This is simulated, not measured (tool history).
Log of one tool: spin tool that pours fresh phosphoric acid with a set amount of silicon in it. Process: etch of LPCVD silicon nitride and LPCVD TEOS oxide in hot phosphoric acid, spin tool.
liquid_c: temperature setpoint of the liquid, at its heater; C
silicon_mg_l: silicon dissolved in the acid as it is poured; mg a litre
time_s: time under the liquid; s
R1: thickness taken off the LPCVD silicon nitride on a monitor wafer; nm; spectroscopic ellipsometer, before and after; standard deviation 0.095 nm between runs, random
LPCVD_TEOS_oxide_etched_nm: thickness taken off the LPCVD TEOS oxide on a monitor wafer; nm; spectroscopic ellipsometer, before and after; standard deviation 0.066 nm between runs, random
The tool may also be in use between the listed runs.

run 1 hour=0 | liquid_c=159 silicon_mg_l=13.5 time_s=180 | R1=13.451 LPCVD_TEOS_oxide_etched_nm=0.36117
run 2 hour=1.2 | liquid_c=159 silicon_mg_l=13.5 time_s=155 | R1=11.631 LPCVD_TEOS_oxide_etched_nm=0.28247
run 3 hour=9.3 | liquid_c=159.5 silicon_mg_l=11.5 time_s=160 | R1=12.226 LPCVD_TEOS_oxide_etched_nm=0.36109
run 4 hour=14.8 | liquid_c=158 silicon_mg_l=11.5 time_s=160 | R1=11.533 LPCVD_TEOS_oxide_etched_nm=0.40268
run 5 hour=19.1 | liquid_c=158 silicon_mg_l=16 time_s=160 | R1=11.53 LPCVD_TEOS_oxide_etched_nm=0.27806
run 6 hour=19.9 | liquid_c=158 silicon_mg_l=16 time_s=135 | R1=9.7702 LPCVD_TEOS_oxide_etched_nm=0.22899
run 7 hour=25.2 | liquid_c=159 silicon_mg_l=13.5 time_s=140 | R1=10.505 LPCVD_TEOS_oxide_etched_nm=0.31311
run 8 hour=30.6 | liquid_c=159.5 silicon_mg_l=12 time_s=145 | R1=11.044 LPCVD_TEOS_oxide_etched_nm=0.34973
run 9 hour=34.8 | liquid_c=160 silicon_mg_l=11 time_s=150 | R1=11.554 LPCVD_TEOS_oxide_etched_nm=0.38722
run 10 hour=40.7 | liquid_c=160.5 silicon_mg_l=10.5 time_s=155 | R1=12.214 LPCVD_TEOS_oxide_etched_nm=0.42175
run 11 hour=45 | liquid_c=161 silicon_mg_l=10 time_s=160 | R1=12.776 LPCVD_TEOS_oxide_etched_nm=0.38044
run 12 hour=45.8 | liquid_c=161.5 silicon_mg_l=8.5 time_s=165 | R1=13.426 LPCVD_TEOS_oxide_etched_nm=0.4446

Run 13, settings as shown, results not yet in. Your forecast:
run 13 hour=49 | liquid_c=164 silicon_mg_l=5 time_s=180 | R1=? LPCVD_TEOS_oxide_etched_nm=?

{"run 13": {"R1": 15.785, "LPCVD_TEOS_oxide_etched_nm": 0.63397}}
